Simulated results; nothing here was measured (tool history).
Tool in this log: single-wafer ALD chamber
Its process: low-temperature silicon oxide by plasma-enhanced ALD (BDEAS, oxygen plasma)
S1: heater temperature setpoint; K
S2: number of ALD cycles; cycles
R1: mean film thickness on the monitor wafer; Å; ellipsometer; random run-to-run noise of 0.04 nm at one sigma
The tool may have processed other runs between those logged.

run,hour,S1,S2,R1
1,0,383.15,46,68.056
2,1.4,383.15,41,60.845
3,4.6,382.15,43,64.422
4,9.7,380.15,44,66.129
5,16.7,378.15,45,67.485
6,21.6,378.15,39,58.263
7,29,378.15,41,61.914
8,36.3,376.15,42,63.435

Run 9, settings as shown, results not yet in. Your forecast:
9,41.7,375.15,43,?

{"run 9": {"R1": 64.718}}

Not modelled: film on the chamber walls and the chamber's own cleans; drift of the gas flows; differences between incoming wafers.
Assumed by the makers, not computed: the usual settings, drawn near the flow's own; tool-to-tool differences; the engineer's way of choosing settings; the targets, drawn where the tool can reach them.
